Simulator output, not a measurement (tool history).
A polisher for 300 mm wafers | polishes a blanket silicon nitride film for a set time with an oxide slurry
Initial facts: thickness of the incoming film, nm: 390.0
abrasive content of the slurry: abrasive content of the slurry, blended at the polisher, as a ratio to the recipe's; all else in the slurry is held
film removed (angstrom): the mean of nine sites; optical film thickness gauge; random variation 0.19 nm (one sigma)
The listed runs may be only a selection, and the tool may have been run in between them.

run,hour,flow of slurry (ml/min),pressure of the wafer on the pad (kPa),speed of the pad under the wafer (m/s),abrasive content of the slurry,polishing time (s),film removed (angstrom)
1,0.0,185,31.7,1.32,1.0,38,377.86
2,5.9,185,31.7,1.10,1.0,38,320.47
3,10.3,180,30.3,1.10,1.0,38,307.45
4,14.8,180,26.2,1.10,1.0,38,265.79
5,16.6,180,26.2,1.10,1.0,38,266.93
6,24.0,180,26.2,1.10,1.0,38,265.06
7,26.5,175,26.2,1.10,1.0,38,265.99
8,33.0,175,26.2,1.10,1.0,38,263.09

Run 9 is up next; what results do you expect?
9,35.8,170,26.2,1.10,1.0,38,?

{"run 9": {"film removed (angstrom)": 260.94}}

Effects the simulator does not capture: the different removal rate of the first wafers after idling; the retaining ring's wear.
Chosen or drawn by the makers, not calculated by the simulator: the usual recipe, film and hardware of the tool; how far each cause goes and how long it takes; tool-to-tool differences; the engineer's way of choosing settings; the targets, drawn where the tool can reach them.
